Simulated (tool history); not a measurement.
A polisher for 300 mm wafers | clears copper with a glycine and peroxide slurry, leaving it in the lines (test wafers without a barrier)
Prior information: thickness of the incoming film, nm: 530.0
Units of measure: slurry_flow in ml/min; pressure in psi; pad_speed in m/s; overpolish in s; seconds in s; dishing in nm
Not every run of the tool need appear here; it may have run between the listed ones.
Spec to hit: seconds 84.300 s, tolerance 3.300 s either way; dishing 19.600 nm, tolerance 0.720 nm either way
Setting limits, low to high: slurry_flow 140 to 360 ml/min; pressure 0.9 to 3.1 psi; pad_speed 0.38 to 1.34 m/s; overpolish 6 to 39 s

run	hour	slurry_flow	pressure	pad_speed	overpolish	seconds	dishing
1	0.0	230	2.0	0.86	20	106.920	35.117
2	4.6	230	2.0	1.06	20	93.182	36.561
3	6.5	230	2.0	0.96	20	98.813	36.231
4	15.5	230	2.4	0.96	20	88.148	37.936
5	16.1	230	2.0	0.96	20	99.082	35.968
6	17.0	230	1.8	0.96	20	109.530	34.271
7	22.3	295	1.2	1.20	10	121.320	21.553
8	25.3	315	1.4	1.24	9	106.650	21.715
9	32.8	330	1.5	1.28	8	97.382	21.254
10	39.2	340	1.5	1.30	7	98.770	19.633
11	47.6	345	1.6	1.32	7	92.279	20.315
12	53.8	350	1.7	1.32	7	86.983	20.925
13	56.9	355	1.7	1.32	7	87.618	20.670
14	60.4	360	1.7	1.34	6	86.156	18.344
15	61.5	350	1.7	1.34	6	87.751	18.726
16	67.2	350	1.8	1.34	7	84.491	21.565
17	75.6	355	1.8	1.34	7	84.239	21.658

Exactly one of the 4 candidate moves below puts every result within its allowed miss. Which one?
A	84.0	360	1.7	1.28	6	?	?
B	84.0	360	1.7	1.26	6	?	?
C	84.0	360	1.7	1.24	6	?	?
D	84.0	350	1.9	1.26	6	?	?

move	seconds	dishing
A	89.003	18.175
B	89.934	18.043
C	90.884	17.911
D	83.125	19.146
A: pushes the last run's worst result past its target
B: pushes the last run's worst result past its target
C: pushes the last run's worst result past its target
D: each result inside its tolerance
Correct choice: D, which meets every target
